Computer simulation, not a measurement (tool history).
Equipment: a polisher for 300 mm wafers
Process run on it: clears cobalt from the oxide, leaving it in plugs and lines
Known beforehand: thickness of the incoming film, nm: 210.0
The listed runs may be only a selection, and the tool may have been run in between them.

run,hour,flow of slurry (ml/min),pressure of the wafer on the pad (psi),speed of the pad under the wafer (cm/s),overpolish time after the end point (s),time until the end point was called (s),dishing of a wide line in a test structure (angstrom)
1,0,140,1.2,88,23,70.752,393.47
2,4,140,1.1,88,23,77.35,371.72
3,6.1,140,0.9,88,23,91.275,338.96
4,11.1,110,0.9,88,23,95.927,323
5,13.1,130,0.9,88,23,89.991,326.12
6,20.6,130,0.9,68,23,106.64,307.86
7,25.3,145,1.1,70,20,87.356,323.81
8,29.3,145,1.1,70,20,86.788,308.42
9,32,155,1.2,70,19,79.727,326.29
10,37.7,160,1.3,70,18,74.374,320.68
11,38.9,165,1.4,70,18,68.531,349.81
12,46.3,170,1.5,70,17,64.858,336.82
13,48.5,175,1.5,70,17,63.922,344.24
14,49.9,180,1.6,70,16,60.609,328.01
15,51.1,180,1.7,72,19,56.864,410.41

What does the tool deliver on the next run?
16,58.9,180,1.7,72,18,?,?

{"run 16": {"time until the end point was called (s)": 56.748, "dishing of a wide line in a test structure (angstrom)": 387.21}}
